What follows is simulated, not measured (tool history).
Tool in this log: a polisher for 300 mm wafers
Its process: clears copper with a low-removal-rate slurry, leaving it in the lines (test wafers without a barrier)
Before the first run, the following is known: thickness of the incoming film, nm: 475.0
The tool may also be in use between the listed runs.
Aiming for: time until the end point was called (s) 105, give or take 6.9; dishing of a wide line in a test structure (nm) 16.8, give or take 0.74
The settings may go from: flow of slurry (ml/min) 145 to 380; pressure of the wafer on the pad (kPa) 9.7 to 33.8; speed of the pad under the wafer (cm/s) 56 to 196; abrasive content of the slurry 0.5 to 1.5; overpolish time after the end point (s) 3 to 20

run,hour,flow of slurry (ml/min),pressure of the wafer on the pad (kPa),speed of the pad under the wafer (cm/s),abrasive content of the slurry,overpolish time after the end point (s),time until the end point was called (s),dishing of a wide line in a test structure (nm)
1,0,245,21.4,126,1,10,149.32,23.416
2,2.6,245,21.4,126,1,6,147.85,14.021
3,8.9,195,21.4,126,1,6,152.57,13.934
4,15.3,200,22.8,126,1,6,146.39,14.402
5,23.6,210,24.1,126,1,6,135.33,15.7
6,32.5,210,24.1,126,1,3,137.11,7.8476
7,41.1,205,23.4,134,1,3,134.63,8.2052
8,47.6,205,24.1,134,1,3,129.08,8.3917
9,49.2,205,24.8,134,1,4,125.87,11.549
10,54.4,200,25.5,134,1,4,122,11.447
11,59.2,210,28.3,138,1,7,105.33,22.715
12,63.3,210,28.3,138,1,7,108.55,22.537
13,68.7,220,28.3,140,1,7,104.36,23.39
14,72.8,225,27.6,142,1,7,104.73,23.093
15,75.6,235,27.6,142,1,7,105.72,23.165
16,83.3,240,26.9,144,1,6,104.57,19.845

Next run, 5 choices. One meets every target within its allowed miss, the rest don't. Which?
A,91,220,26.9,132,0.8,6,?,?
B,91,280,26.2,138,1.05,8,?,?
C,91,320,26.9,140,1.05,5,?,?
D,91,225,26.2,122,1,6,?,?
E,91,150,25.5,126,1.25,7,?,?

move,time until the end point was called (s),dishing of a wide line in a test structure (nm)
A,124.04,16.84
B,109.91,24.796
C,104.37,16.685
D,128.27,16.301
E,128.84,18.799
A: corrects the largest miss of the last run, while another result sits out of spec
B: the biggest miss grows against the last run
C: meets every target
D: corrects the largest miss of the last run, while another result sits out of spec
E: gains on the last run, yet a result remains outside its allowed miss
Answer: C

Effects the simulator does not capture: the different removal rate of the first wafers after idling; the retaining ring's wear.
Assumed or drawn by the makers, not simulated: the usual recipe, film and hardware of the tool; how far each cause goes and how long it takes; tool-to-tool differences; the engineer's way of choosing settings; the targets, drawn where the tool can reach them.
